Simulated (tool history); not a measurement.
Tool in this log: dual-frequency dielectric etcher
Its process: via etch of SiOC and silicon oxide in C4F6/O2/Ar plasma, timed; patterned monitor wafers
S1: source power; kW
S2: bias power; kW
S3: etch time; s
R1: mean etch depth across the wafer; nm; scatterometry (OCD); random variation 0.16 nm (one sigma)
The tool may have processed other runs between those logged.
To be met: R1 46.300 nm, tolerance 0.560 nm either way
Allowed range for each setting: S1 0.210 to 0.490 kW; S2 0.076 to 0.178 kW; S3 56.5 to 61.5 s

Run 1, hour 0.0: S1 0.350 kW, S2 0.127 kW, S3 61.5 s. Result: R1 58.128 nm.
Run 2, hour 0.7: S1 0.310 kW, S2 0.118 kW, S3 61.5 s. Result: R1 53.968 nm.
Run 3, hour 8.5: S1 0.310 kW, S2 0.118 kW, S3 61.5 s. Result: R1 54.228 nm.
Run 4, hour 13.7: S1 0.280 kW, S2 0.113 kW, S3 61.5 s. Result: R1 50.871 nm.
Run 5, hour 20.4: S1 0.260 kW, S2 0.113 kW, S3 61.5 s. Result: R1 49.163 nm.
Run 6, hour 25.2: S1 0.260 kW, S2 0.105 kW, S3 61.5 s. Result: R1 47.770 nm.
Run 7, hour 32.5: S1 0.250 kW, S2 0.105 kW, S3 61.5 s. Result: R1 47.306 nm.
Run 8, hour 34.0: S1 0.230 kW, S2 0.104 kW, S3 61.5 s. Result: R1 45.099 nm.

Of the 4 settings listed for the next run, only one would bring every result within its allowed miss of target. Which one?
Run A, hour 35.5: S1 0.250 kW, S2 0.118 kW, S3 58.0 s. Result: R1 ?.
Run B, hour 35.5: S1 0.220 kW, S2 0.117 kW, S3 60.5 s. Result: R1 ?.
Run C, hour 35.5: S1 0.230 kW, S2 0.110 kW, S3 59.5 s. Result: R1 ?.
Run D, hour 35.5: S1 0.310 kW, S2 0.076 kW, S3 56.5 s. Result: R1 ?.

move      R1
   A  46.272
   B  45.289
   C  44.569
   D  43.343
A: hits every target within its allowed miss
B: an improvement on the last run, though not all results are within tolerance
C: moves away from the targets compared with the last run
D: moves away from the targets compared with the last run
A meets every target.
